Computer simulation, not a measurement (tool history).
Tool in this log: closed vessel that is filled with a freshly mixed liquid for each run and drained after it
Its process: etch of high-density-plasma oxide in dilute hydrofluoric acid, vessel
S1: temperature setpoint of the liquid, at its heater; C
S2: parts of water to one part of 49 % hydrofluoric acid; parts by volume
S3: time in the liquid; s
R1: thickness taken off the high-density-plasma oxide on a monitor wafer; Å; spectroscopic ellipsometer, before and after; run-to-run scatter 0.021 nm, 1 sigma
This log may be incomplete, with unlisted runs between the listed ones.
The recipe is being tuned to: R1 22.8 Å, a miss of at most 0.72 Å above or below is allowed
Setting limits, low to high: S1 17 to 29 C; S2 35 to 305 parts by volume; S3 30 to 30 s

run	hour	S1	S2	S3	R1
1	0	21	170	30	15.831
2	1	22.5	165	30	17.345
3	4.9	24	165	30	18.237
4	5.9	25	165	30	19.051
5	8	26	165	30	19.828
6	16.8	26	135	30	24.811
7	21.4	25.5	135	30	24.651
8	24.3	25	135	30	23.977

Next run, 4 choices. One meets every target within its allowed miss, the rest don't. Which?
A	27.2	23.5	135	30	?
B	27.2	27	140	30	?
C	27.2	24	120	30	?
D	27.2	26.5	140	30	?

move	R1
A	22.72
B	24.823
C	26.534
D	24.37
A: all results land within tolerance of their targets
B: further off than the last run
C: further off than the last run
D: further off than the last run
A meets every target.
